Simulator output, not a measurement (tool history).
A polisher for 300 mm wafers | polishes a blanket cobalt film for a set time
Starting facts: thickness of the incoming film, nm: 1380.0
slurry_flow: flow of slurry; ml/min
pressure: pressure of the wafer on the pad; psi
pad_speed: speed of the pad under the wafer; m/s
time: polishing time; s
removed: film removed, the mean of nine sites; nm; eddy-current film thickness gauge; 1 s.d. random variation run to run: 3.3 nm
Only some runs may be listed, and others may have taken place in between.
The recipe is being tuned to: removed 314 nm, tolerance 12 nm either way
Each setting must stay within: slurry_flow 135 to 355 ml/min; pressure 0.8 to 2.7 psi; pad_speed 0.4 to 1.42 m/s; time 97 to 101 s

Run 1, hour 0: slurry_flow 225 ml/min, pressure 1.7 psi, pad_speed 0.9 m/s, time 97 s. Result: removed 440.68 nm.
Run 2, hour 8: slurry_flow 225 ml/min, pressure 1.7 psi, pad_speed 0.9 m/s, time 101 s. Result: removed 443.24 nm.
Run 3, hour 9: slurry_flow 225 ml/min, pressure 1.7 psi, pad_speed 1.12 m/s, time 101 s. Result: removed 553.81 nm.
Run 4, hour 17.7: slurry_flow 225 ml/min, pressure 1.7 psi, pad_speed 1.3 m/s, time 101 s. Result: removed 637.25 nm.
Run 5, hour 19.6: slurry_flow 225 ml/min, pressure 1.7 psi, pad_speed 1.42 m/s, time 101 s. Result: removed 678.24 nm.
Run 6, hour 21.7: slurry_flow 225 ml/min, pressure 1.5 psi, pad_speed 1.34 m/s, time 101 s. Result: removed 573.3 nm.
Run 7, hour 29.7: slurry_flow 225 ml/min, pressure 1.5 psi, pad_speed 1.34 m/s, time 101 s. Result: removed 581.56 nm.
Run 8, hour 32.2: slurry_flow 225 ml/min, pressure 1.3 psi, pad_speed 1.28 m/s, time 101 s. Result: removed 473.19 nm.
Run 9, hour 37.4: slurry_flow 225 ml/min, pressure 1.2 psi, pad_speed 1.26 m/s, time 101 s. Result: removed 437.7 nm.
Run 10, hour 45.9: slurry_flow 220 ml/min, pressure 0.8 psi, pad_speed 1.16 m/s, time 101 s. Result: removed 276.99 nm.
Run 11, hour 49.8: slurry_flow 230 ml/min, pressure 0.8 psi, pad_speed 1.16 m/s, time 101 s. Result: removed 279.68 nm.
Run 12, hour 55.2: slurry_flow 240 ml/min, pressure 1 psi, pad_speed 1.16 m/s, time 101 s. Result: removed 339.92 nm.
Run 13, hour 60.5: slurry_flow 230 ml/min, pressure 1 psi, pad_speed 1.16 m/s, time 101 s. Result: removed 343.03 nm.
Run 14, hour 66: slurry_flow 220 ml/min, pressure 1 psi, pad_speed 1.16 m/s, time 101 s. Result: removed 334.62 nm.

5 next moves are on the table. One of them brings every result within its allowed miss. Which?
Run A, hour 71.5: slurry_flow 235 ml/min, pressure 1.3 psi, pad_speed 0.98 m/s, time 97 s. Result: removed ?.
Run B, hour 71.5: slurry_flow 260 ml/min, pressure 1.2 psi, pad_speed 0.96 m/s, time 101 s. Result: removed ?.
Run C, hour 71.5: slurry_flow 220 ml/min, pressure 1.1 psi, pad_speed 1.22 m/s, time 101 s. Result: removed ?.
Run D, hour 71.5: slurry_flow 200 ml/min, pressure 0.9 psi, pad_speed 1.28 m/s, time 97 s. Result: removed ?.
Run E, hour 71.5: slurry_flow 280 ml/min, pressure 1 psi, pad_speed 1.16 m/s, time 100 s. Result: removed ?.

move  removed
   A   365.58
   B    350.1
   C   392.93
   D    321.7
   E   348.81
A: lands further from the targets than the last run did
B: lands further from the targets than the last run did
C: lands further from the targets than the last run did
D: each result inside its tolerance
E: lands further from the targets than the last run did
The move that meets every target is D.

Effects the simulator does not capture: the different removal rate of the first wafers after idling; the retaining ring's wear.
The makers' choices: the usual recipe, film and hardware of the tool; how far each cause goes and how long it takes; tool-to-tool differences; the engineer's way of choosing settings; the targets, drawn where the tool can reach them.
